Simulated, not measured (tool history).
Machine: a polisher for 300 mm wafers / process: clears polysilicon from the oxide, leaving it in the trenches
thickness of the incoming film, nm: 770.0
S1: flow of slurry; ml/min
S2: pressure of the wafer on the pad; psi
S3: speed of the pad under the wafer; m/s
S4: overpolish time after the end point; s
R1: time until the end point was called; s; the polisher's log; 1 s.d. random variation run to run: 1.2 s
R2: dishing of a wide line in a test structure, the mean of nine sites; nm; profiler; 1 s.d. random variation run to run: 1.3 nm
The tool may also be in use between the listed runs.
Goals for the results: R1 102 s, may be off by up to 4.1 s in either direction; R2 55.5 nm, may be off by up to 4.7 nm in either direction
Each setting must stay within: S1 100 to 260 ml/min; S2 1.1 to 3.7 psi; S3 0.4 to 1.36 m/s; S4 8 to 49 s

Run 1, hour 0: S1 165 ml/min, S2 2.4 psi, S3 0.88 m/s, S4 25 s. Result: R1 62.036 s, R2 60.427 nm.
Run 2, hour 1.6: S1 165 ml/min, S2 2.4 psi, S3 1 m/s, S4 25 s. Result: R1 53.796 s, R2 60.277 nm.
Run 3, hour 5.3: S1 160 ml/min, S2 2.1 psi, S3 0.98 m/s, S4 22 s. Result: R1 61.732 s, R2 57.153 nm.
Run 4, hour 9.6: S1 160 ml/min, S2 2.3 psi, S3 0.98 m/s, S4 22 s. Result: R1 57.717 s, R2 57.631 nm.
Run 5, hour 15: S1 160 ml/min, S2 2.3 psi, S3 0.98 m/s, S4 27 s. Result: R1 57.729 s, R2 58.407 nm.
Run 6, hour 16.7: S1 160 ml/min, S2 2.3 psi, S3 1.12 m/s, S4 27 s. Result: R1 51.78 s, R2 58.827 nm.
Run 7, hour 23.8: S1 160 ml/min, S2 2.1 psi, S3 1.08 m/s, S4 29 s. Result: R1 57.456 s, R2 57.523 nm.
Run 8, hour 24.7: S1 165 ml/min, S2 1.9 psi, S3 1.04 m/s, S4 31 s. Result: R1 60.281 s, R2 56.019 nm.
Run 9, hour 29: S1 160 ml/min, S2 1.8 psi, S3 0.94 m/s, S4 32 s. Result: R1 71.637 s, R2 62.795 nm.
Run 10, hour 35.1: S1 155 ml/min, S2 1.7 psi, S3 0.92 m/s, S4 27 s. Result: R1 75.656 s, R2 58.72 nm.
Run 11, hour 40.7: S1 150 ml/min, S2 1.6 psi, S3 0.9 m/s, S4 25 s. Result: R1 80.774 s, R2 60.211 nm.
Run 12, hour 48.4: S1 150 ml/min, S2 1.5 psi, S3 0.88 m/s, S4 22 s. Result: R1 88.245 s, R2 56.344 nm.
Run 13, hour 52.2: S1 145 ml/min, S2 1.4 psi, S3 0.88 m/s, S4 22 s. Result: R1 89.955 s, R2 56.39 nm.
Run 14, hour 52.8: S1 145 ml/min, S2 1.4 psi, S3 0.88 m/s, S4 22 s. Result: R1 89.674 s, R2 57.397 nm.
Run 15, hour 57.9: S1 145 ml/min, S2 1.3 psi, S3 0.88 m/s, S4 21 s. Result: R1 95.111 s, R2 56.705 nm.

Next run, 4 choices. One meets every target within its allowed miss, the rest don't. Which?
Run A, hour 63: S1 205 ml/min, S2 1.1 psi, S3 0.76 m/s, S4 23 s. Result: R1 ?, R2 ?.
Run B, hour 63: S1 175 ml/min, S2 1.1 psi, S3 0.88 m/s, S4 20 s. Result: R1 ?, R2 ?.
Run C, hour 63: S1 150 ml/min, S2 1.6 psi, S3 0.78 m/s, S4 22 s. Result: R1 ?, R2 ?.
Run D, hour 63: S1 145 ml/min, S2 1.4 psi, S3 0.9 m/s, S4 20 s. Result: R1 ?, R2 ?.

move      R1      R2
   A  114.09  55.418
   B  101.76  55.101
   C  93.246  57.116
   D  89.322  56.602
A: takes the result that was furthest off past its target
B: every result lands within tolerance
C: misses by more than the last run did
D: misses by more than the last run did
The right move is B.
